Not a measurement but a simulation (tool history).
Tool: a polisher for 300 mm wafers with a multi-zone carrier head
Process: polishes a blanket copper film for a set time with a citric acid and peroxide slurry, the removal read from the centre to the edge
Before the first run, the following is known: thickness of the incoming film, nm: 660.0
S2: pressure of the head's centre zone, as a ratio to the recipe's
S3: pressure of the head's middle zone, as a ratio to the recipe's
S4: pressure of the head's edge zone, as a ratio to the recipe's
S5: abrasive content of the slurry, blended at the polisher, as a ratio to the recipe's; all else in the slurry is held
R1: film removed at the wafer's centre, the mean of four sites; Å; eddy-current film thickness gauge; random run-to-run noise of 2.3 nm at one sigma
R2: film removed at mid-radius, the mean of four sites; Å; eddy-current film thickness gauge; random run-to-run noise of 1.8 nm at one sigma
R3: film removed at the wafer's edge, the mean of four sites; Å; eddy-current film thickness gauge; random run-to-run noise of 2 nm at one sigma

run 1 hour=0 | flow_of_slurry_(ml/min)=130 S2=1 S3=1 S4=1 S5=1 polishing_time_(s)=59 | R1=1884.7 R2=1929.9 R3=1831.4
run 2 hour=4 | flow_of_slurry_(ml/min)=130 S2=1 S3=1.06 S4=1 S5=1 polishing_time_(s)=59 | R1=1870.5 R2=1986.7 R3=1822.8
run 3 hour=11.8 | flow_of_slurry_(ml/min)=130 S2=1 S3=1.06 S4=1 S5=1 polishing_time_(s)=48 | R1=1527.5 R2=1613 R3=1480.9
run 4 hour=14.1 | flow_of_slurry_(ml/min)=130 S2=1 S3=1.06 S4=1 S5=1.2 polishing_time_(s)=48 | R1=1554.2 R2=1632.4 R3=1490.8
run 5 hour=22.4 | flow_of_slurry_(ml/min)=135 S2=1.03 S3=1.03 S4=1 S5=1.2 polishing_time_(s)=47 | R1=1611.9 R2=1640.3 R3=1507.2
run 6 hour=26.6 | flow_of_slurry_(ml/min)=135 S2=1.03 S3=1.03 S4=1 S5=1.2 polishing_time_(s)=55 | R1=1874.4 R2=1929.9 R3=1759.7
run 7 hour=29.4 | flow_of_slurry_(ml/min)=130 S2=1.06 S3=0.99 S4=0.97 S5=1.1 polishing_time_(s)=54 | R1=1838 R2=1695.6 R3=1700.3
run 8 hour=32.8 | flow_of_slurry_(ml/min)=135 S2=1.08 S3=1 S4=0.94 S5=1.1 polishing_time_(s)=53 | R1=1826.3 R2=1722.8 R3=1598.2
run 9 hour=37.2 | flow_of_slurry_(ml/min)=135 S2=1.1 S3=0.98 S4=0.92 S5=1.1 polishing_time_(s)=53 | R1=1907 R2=1724.3 R3=1621
run 10 hour=40.4 | flow_of_slurry_(ml/min)=135 S2=1.12 S3=0.96 S4=0.9 S5=1.05 polishing_time_(s)=53 | R1=1917.1 R2=1710.3 R3=1584.6

Predict the results of run 11:
run 11 hour=47.7 | flow_of_slurry_(ml/min)=135 S2=1.13 S3=0.93 S4=0.89 S5=1.05 polishing_time_(s)=53 | R1=? R2=? R3=?

{"run 11": {"R1": 1991.3, "R2": 1584.5, "R3": 1594}}
